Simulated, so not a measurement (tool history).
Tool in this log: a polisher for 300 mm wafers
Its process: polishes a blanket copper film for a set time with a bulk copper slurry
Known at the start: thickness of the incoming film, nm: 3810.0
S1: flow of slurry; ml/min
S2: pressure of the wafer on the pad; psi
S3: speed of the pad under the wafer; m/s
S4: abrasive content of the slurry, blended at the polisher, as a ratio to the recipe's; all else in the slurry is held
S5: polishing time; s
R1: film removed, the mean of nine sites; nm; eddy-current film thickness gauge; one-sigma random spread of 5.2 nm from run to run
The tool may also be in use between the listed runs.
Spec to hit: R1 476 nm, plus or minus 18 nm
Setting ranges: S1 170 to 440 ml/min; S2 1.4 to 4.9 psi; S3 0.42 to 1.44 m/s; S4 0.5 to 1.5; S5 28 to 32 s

run	hour	S1	S2	S3	S4	S5	R1
1	0	280	3.1	0.92	1	32	360.63
2	2.5	280	3.1	0.78	1	32	318.88
3	8.5	280	3.1	0.78	1	28	267.34
4	10.9	280	3.1	0.78	1	28	274.31
5	12.3	280	3.5	0.78	1	28	300.6
6	15.1	280	3.8	0.82	1	28	339.42
7	23.5	280	4.1	0.84	1	28	360.22
8	31.2	280	4.3	0.86	1	28	391.37
9	34.5	280	4.9	0.88	1	28	446.11
10	35.9	280	4.9	0.9	1	28	446.72

Which single option among these 5 for the next run brings every result within its allowed miss of target? Just one does.
A	37.3	310	4.3	0.9	1	30	?
B	37.3	340	4.2	1.02	0.65	31	?
C	37.3	325	4.9	0.8	1.4	29	?
D	37.3	255	4.8	0.82	1.1	29	?
E	37.3	290	4.7	0.72	1.25	28	?

move	R1
A	440.76
B	431.25
C	480.01
D	436.5
E	390.87
A: moves away from the targets compared with the last run
B: moves away from the targets compared with the last run
C: hits every target within its allowed miss
D: moves away from the targets compared with the last run
E: moves away from the targets compared with the last run
Move C is the one to make.
